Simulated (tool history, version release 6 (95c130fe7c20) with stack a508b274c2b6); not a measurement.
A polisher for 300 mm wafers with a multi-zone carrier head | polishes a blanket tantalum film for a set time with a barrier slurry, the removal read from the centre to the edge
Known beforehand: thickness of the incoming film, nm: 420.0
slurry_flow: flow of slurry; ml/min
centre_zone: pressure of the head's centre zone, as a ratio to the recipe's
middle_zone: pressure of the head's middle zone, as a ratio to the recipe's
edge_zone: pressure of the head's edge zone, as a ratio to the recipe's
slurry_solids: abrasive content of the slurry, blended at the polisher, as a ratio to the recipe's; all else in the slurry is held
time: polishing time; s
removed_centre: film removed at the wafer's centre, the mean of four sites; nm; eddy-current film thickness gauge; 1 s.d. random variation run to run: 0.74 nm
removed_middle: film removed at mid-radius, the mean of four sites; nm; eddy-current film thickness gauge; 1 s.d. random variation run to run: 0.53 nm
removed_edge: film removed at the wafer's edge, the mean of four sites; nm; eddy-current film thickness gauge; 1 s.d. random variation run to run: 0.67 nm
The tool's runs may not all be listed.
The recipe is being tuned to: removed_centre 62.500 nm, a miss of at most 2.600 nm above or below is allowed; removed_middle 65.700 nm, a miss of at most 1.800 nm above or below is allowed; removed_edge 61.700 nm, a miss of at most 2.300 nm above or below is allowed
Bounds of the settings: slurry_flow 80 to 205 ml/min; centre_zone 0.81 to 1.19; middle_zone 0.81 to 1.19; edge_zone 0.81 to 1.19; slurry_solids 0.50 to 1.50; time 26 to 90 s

run	day	slurry_flow	centre_zone	middle_zone	edge_zone	slurry_solids	time	removed_centre	removed_middle	removed_edge
1	0.000	135	1.00	1.00	1.00	1.00	58	41.535	43.524	43.543
2	0.275	135	1.00	0.93	1.00	1.00	58	41.363	41.568	44.579
3	0.433	140	1.01	0.96	1.01	1.10	59	45.171	44.647	47.059
4	0.629	145	1.01	0.99	1.03	1.15	60	46.952	47.941	49.907
5	0.667	155	1.02	1.02	1.05	1.20	60	49.980	51.776	51.346
6	0.917	160	1.03	1.03	1.07	1.25	60	51.203	53.181	54.383
7	0.979	165	1.05	1.05	1.08	1.25	60	53.970	54.965	53.896
8	1.167	180	1.04	1.10	1.14	1.50	63	59.324	63.754	61.407
# day 1.292: slurry nozzle cleaned
9	1.292	200	1.07	1.12	1.13	1.50	63	69.139	70.674	66.411
10	1.575	195	1.07	1.12	1.13	1.50	63	66.306	71.103	65.431
11	1.600	190	1.07	1.12	1.13	1.50	63	66.007	70.721	67.262
12	1.958	190	1.06	1.11	1.12	1.50	63	66.899	70.156	64.575
13	2.175	185	1.06	1.11	1.12	1.50	63	65.827	69.094	65.165
14	2.429	185	1.06	1.11	1.11	1.50	63	69.045	70.381	64.639
15	2.529	180	1.05	1.11	1.11	1.50	63	65.699	70.331	63.753
16	2.812	175	1.05	1.10	1.11	1.50	63	65.996	68.346	64.087
17	2.946	170	1.04	1.10	1.11	1.50	63	65.075	68.897	62.537
18	3.167	170	1.04	1.10	1.11	1.50	63	65.046	67.875	64.502
19	3.317	170	1.04	1.10	1.11	1.50	63	64.275	68.667	64.459
20	3.625	175	1.04	1.09	1.10	1.45	63	65.854	67.688	63.123

Which one of the following 4 next-run settings gets every result inside its allowed miss? There is exactly one.
A	3.933	190	1.00	1.03	1.01	1.50	63	?	?	?
B	3.933	170	1.02	1.03	1.11	1.45	66	?	?	?
C	3.933	180	1.05	1.13	1.16	1.50	63	?	?	?
D	3.933	130	0.99	1.10	1.15	1.20	71	?	?	?

move	removed_centre	removed_middle	removed_edge
A	63.113	66.512	60.770
B	65.507	67.803	65.262
C	65.689	71.321	64.634
D	60.840	69.097	64.985
A: in spec on every target
B: misses by more than the last run did
C: misses by more than the last run did
D: brings the last run's worst result on target, with another outside its allowed miss
A is the move that brings every result within its allowed miss.
